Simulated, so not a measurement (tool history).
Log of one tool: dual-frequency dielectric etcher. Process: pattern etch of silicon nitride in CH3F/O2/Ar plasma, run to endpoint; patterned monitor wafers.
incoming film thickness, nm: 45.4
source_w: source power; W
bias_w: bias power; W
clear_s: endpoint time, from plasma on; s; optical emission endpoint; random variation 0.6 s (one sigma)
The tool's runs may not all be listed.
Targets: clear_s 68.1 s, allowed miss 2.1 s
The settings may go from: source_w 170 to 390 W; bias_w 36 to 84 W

run,day,source_w,bias_w,clear_s
1,0,280,60,77.335
2,0.179,230,60,83.123
3,0.262,240,61,82.797
4,0.4,240,55,84.384
5,0.679,260,56,82.437
6,0.825,270,57,81.181
7,1.096,280,59,77.992
8,1.142,290,60,77.236
9,1.408,300,61,75.057
10,1.638,310,62,74.25
11,1.821,320,63,73.102
12,2.033,330,64,72.462
13,2.262,340,65,71.889

5 next moves are on the table. One of them brings every result within its allowed miss. Which?
A,2.492,320,64,?
B,2.492,300,54,?
C,2.492,270,57,?
D,2.492,350,73,?
E,2.492,290,61,?

move,clear_s
A,71.517
B,76.262
C,78.246
D,66.944
E,75.006
A: nearer than the last run, and not there yet
B: further off than the last run
C: further off than the last run
D: meets every target
E: further off than the last run
The right move is D.
